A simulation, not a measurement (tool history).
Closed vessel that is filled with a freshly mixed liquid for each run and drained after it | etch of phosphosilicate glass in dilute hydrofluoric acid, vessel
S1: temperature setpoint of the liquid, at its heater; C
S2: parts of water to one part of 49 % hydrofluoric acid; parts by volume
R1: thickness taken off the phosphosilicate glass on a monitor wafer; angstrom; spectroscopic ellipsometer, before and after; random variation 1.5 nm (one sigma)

{"run": 1, "hour": 0.0, "S1": 21, "S2": 160, "time in the liquid (s)": 105, "R1": 1308.7}
{"run": 2, "hour": 5.7, "S1": 21, "S2": 135, "time in the liquid (s)": 105, "R1": 1545.5}
{"run": 3, "hour": 14.0, "S1": 21, "S2": 165, "time in the liquid (s)": 105, "R1": 1226.7}
{"run": 4, "hour": 14.6, "S1": 24.5, "S2": 165, "time in the liquid (s)": 105, "R1": 1412.6}
{"run": 5, "hour": 17.9, "S1": 27, "S2": 165, "time in the liquid (s)": 105, "R1": 1552.3}
{"run": 6, "hour": 22.0, "S1": 27.5, "S2": 165, "time in the liquid (s)": 105, "R1": 1576.4}
{"hour": 24.4, "done": "thermometer replaced"}
{"run": 7, "hour": 24.4, "S1": 28, "S2": 160, "time in the liquid (s)": 105, "R1": 1588.2}
{"run": 8, "hour": 32.9, "S1": 28, "S2": 155, "time in the liquid (s)": 105, "R1": 1684.9}

The next listed run, before its measurement:
{"run": 9, "hour": 38.8, "S1": 28.5, "S2": 155, "time in the liquid (s)": 105, "R1": "?"}

R1: 1705.9 angstrom
